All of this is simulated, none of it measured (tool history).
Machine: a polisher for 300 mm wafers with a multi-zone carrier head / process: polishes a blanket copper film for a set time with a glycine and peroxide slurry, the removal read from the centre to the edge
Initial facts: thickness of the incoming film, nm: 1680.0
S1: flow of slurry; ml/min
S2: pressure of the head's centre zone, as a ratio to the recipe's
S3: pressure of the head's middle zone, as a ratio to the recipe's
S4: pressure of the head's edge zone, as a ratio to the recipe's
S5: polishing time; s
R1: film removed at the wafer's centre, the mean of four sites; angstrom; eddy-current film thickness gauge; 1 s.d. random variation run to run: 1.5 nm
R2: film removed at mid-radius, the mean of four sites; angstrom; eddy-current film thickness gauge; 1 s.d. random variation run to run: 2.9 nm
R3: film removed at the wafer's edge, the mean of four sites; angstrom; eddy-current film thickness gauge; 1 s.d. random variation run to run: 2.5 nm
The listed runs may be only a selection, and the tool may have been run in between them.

run  hour   S1    S2    S3    S4  S5      R1      R2      R3
  1   0.0  240  1.00  1.00  1.00  66  2588.2  2621.0  2618.3
  2   7.2  240  0.98  0.99  0.98  64  2462.6  2508.6  2474.6
  3  11.5  270  0.98  0.99  0.98  64  2500.0  2533.7  2498.3
  4  12.3  265  0.95  0.97  0.96  63  2369.5  2460.8  2464.4
  5  15.7  260  0.94  0.96  0.94  62  2345.1  2377.2  2419.4
  6  18.9  260  0.94  0.91  0.94  62  2313.4  2321.6  2442.0
  7  21.5  260  0.93  0.92  0.93  61  2247.3  2255.1  2358.3
  8  23.9  260  0.93  0.92  0.93  61  2209.6  2303.1  2401.5
  9  28.3  255  0.93  0.93  0.92  60  2187.4  2265.8  2289.2
 10  36.9  245  0.92  0.93  0.91  60  2167.2  2259.0  2271.7

Run 11 is up next; what results do you expect?
 11  40.6  240  0.91  0.93  0.90  60   ?   ?   ?

{"run 11": {"R1": 2160.2, "R2": 2241.1, "R3": 2258.4}}
